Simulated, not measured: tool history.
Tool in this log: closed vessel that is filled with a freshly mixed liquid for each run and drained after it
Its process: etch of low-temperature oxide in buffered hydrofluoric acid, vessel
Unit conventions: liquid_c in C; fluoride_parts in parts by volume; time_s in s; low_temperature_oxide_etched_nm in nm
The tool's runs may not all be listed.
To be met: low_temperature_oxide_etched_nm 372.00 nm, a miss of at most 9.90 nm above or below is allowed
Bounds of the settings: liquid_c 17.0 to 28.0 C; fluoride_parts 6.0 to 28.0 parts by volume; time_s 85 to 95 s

run	hour	liquid_c	fluoride_parts	time_s	low_temperature_oxide_etched_nm
1	0.0	20.0	17.0	85	163.41
2	6.6	21.5	16.0	85	188.91
3	13.0	23.0	16.0	85	205.39
4	20.3	24.0	15.0	85	232.42
5	28.2	24.0	19.5	85	180.62
6	32.3	24.5	18.0	85	200.10
7	40.1	24.5	18.0	85	198.64
8	48.4	25.0	16.5	85	225.18
9	55.4	25.5	15.5	85	244.71
10	57.3	26.0	14.5	85	268.61
11	65.7	26.5	14.0	85	285.48
12	74.4	27.0	13.5	85	304.33
13	80.1	27.0	13.0	85	314.29
14	85.9	27.0	12.5	85	326.25
15	90.8	27.5	12.0	85	348.71

Pick the move, out of 4, that brings all results within their allowed miss; only one does.
A	95.7	27.0	12.0	85	?
B	95.7	25.0	11.5	90	?
C	95.7	20.5	7.5	85	?
D	95.7	27.0	11.5	85	?

move	low_temperature_oxide_etched_nm
A	339.28
B	336.25
C	369.98
D	353.68
A: misses by more than the last run did
B: misses by more than the last run did
C: every result lands within tolerance
D: gains on the last run, yet a result remains outside its allowed miss
C meets every target.
